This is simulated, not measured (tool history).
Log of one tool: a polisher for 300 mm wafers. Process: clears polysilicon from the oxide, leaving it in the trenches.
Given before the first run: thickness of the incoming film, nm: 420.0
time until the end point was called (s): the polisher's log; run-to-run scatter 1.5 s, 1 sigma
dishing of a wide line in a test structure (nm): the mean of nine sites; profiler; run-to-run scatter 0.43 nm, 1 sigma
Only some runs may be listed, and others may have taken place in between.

run,hour,flow of slurry (ml/min),pressure of the wafer on the pad (kPa),speed of the pad under the wafer (m/s),overpolish time after the end point (s),time until the end point was called (s),dishing of a wide line in a test structure (nm)
1,0,260,12.4,1.04,15,41.734,54.077
2,4.2,260,12.4,1.18,15,37.476,55.836
3,6.2,260,12.4,0.96,15,46.419,52.824
4,12.3,260,12.4,0.96,12,45.453,50.652
5,19.1,260,11.7,0.92,11,49.917,46.819
6,28.1,325,11.7,0.92,11,49.383,46.175
7,29.3,320,8.3,0.64,10,96.103,31.436
8,33.5,315,8.3,0.64,12,98.961,35.235

For run 9, what comes out?
9,35.2,315,8.3,0.64,13,?,?

Run 9 produced time until the end point was called (s) 97.83, dishing of a wide line in a test structure (nm) 36.762.
